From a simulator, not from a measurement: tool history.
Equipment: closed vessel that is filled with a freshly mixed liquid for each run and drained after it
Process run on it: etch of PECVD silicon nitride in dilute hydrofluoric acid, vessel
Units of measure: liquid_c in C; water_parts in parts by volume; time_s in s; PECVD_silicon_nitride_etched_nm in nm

run,hour,liquid_c,water_parts,time_s,PECVD_silicon_nitride_etched_nm
1,0.0,20.0,55,145,11.4670
2,1.5,20.0,40,145,15.3980
3,6.2,20.0,40,110,11.8640
4,13.6,21.5,40,110,13.1940
5,21.3,21.5,60,110,8.9975
6,22.8,23.0,50,115,12.2770
7,31.5,24.0,45,120,15.0370
8,38.9,25.0,40,125,19.0400

Expected results for the next run?
9,44.4,25.5,35,130,?

{"run 9": {"PECVD_silicon_nitride_etched_nm": 23.426}}
